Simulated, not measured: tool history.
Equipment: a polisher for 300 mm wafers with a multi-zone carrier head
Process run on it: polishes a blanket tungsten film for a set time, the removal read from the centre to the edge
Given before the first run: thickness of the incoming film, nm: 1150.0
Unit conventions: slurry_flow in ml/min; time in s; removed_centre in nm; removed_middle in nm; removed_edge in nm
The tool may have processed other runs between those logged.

run  hour  slurry_flow  centre_zone  middle_zone  edge_zone  slurry_solids  time  removed_centre  removed_middle  removed_edge
  1     0          145            1            1          1              1    57          385.26          365.75        385.79
  2   0.8          145            1            1          1              1    44          297.13          282.12        296.13
  3   4.8          145            1         1.05          1              1    44          296.01          306.75        297.49
  4    10          145            1         1.05          1            1.2    44           318.5          309.13         313.3
  5    11          145            1         1.05          1            1.2    50          358.39          364.56         356.1
  6  14.3          140         0.97         1.05       1.03           1.25    50          346.83          359.27        363.45

For run 7, what comes out?
  7  15.4          140         0.95         1.05       1.06           1.25    50               ?               ?             ?

Run 7 produced removed_centre 338.22 nm, removed_middle 359.54 nm, removed_edge 365.77 nm.
